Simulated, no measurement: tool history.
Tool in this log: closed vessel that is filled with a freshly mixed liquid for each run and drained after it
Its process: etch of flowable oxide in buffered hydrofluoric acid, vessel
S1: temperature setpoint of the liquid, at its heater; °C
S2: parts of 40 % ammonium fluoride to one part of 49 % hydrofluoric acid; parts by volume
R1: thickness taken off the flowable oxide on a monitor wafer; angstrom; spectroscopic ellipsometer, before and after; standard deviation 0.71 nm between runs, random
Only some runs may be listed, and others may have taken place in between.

run 1 hour=0.0 | S1=22.0 S2=14.5 time_in_the_liquid_(s)=105 | R1=1777.9
run 2 hour=3.2 | S1=20.5 S2=14.5 time_in_the_liquid_(s)=105 | R1=1669.7
run 3 hour=9.1 | S1=20.5 S2=11.0 time_in_the_liquid_(s)=105 | R1=2204.2
run 4 hour=14.6 | S1=22.5 S2=11.0 time_in_the_liquid_(s)=105 | R1=2402.3
run 5 hour=21.2 | S1=21.0 S2=12.5 time_in_the_liquid_(s)=105 | R1=1976.6
run 6 hour=26.2 | S1=21.0 S2=12.5 time_in_the_liquid_(s)=105 | R1=1975.2
run 7 hour=33.4 | S1=20.0 S2=14.0 time_in_the_liquid_(s)=105 | R1=1648.4
-- hour=34.6 hydrofluoric acid flow meter replaced
run 8 hour=34.6 | S1=19.5 S2=14.5 time_in_the_liquid_(s)=105 | R1=1736.9
run 9 hour=38.4 | S1=19.5 S2=14.5 time_in_the_liquid_(s)=105 | R1=1725.0

For run 10, what comes out?
run 10 hour=45.1 | S1=19.0 S2=16.0 time_in_the_liquid_(s)=105 | R1=?

Run 10 came out at R1 1509.9 angstrom.
